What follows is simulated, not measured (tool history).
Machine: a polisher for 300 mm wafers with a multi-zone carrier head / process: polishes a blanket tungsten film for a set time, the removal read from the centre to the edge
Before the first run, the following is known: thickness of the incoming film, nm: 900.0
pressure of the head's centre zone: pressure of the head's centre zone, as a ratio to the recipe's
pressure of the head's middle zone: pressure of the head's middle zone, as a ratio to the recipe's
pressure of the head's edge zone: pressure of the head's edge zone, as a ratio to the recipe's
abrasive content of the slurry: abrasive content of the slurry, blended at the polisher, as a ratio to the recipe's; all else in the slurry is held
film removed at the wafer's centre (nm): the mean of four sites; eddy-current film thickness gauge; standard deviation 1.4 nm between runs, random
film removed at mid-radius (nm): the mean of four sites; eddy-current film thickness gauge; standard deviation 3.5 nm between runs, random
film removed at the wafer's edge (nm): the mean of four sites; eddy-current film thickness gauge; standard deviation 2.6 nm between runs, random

run,hour,flow of slurry (ml/min),pressure of the head's centre zone,pressure of the head's middle zone,pressure of the head's edge zone,abrasive content of the slurry,polishing time (s),film removed at the wafer's centre (nm),film removed at mid-radius (nm),film removed at the wafer's edge (nm)
1,0,190,1,1,1,1,54,331.94,326.59,336.47
2,4,180,0.95,1,0.97,0.85,53,292.3,308.42,308.44
3,9.2,180,0.95,1,0.97,0.85,61,336.71,357.46,361.33
4,14.8,180,0.86,1,0.97,0.85,61,306.57,351.09,350.85
5,15.6,180,0.86,1,0.97,0.65,61,288.75,333.66,331.77
# hour 22.3: worn pad replaced by a new one
6,22.3,170,0.85,1,0.95,0.6,58,285.05,338.09,337.4
7,29.4,195,0.85,1.02,1.01,0.55,56,278.16,323.29,329.92
8,32,195,0.84,1,0.96,0.55,53,259.9,312.78,305.69

What does the tool deliver on the next run?
9,39.9,200,0.83,0.97,0.94,0.55,50,?,?,?

Run 9 yielded film removed at the wafer's centre (nm) 241.07, film removed at mid-radius (nm) 290.16, film removed at the wafer's edge (nm) 283.32.

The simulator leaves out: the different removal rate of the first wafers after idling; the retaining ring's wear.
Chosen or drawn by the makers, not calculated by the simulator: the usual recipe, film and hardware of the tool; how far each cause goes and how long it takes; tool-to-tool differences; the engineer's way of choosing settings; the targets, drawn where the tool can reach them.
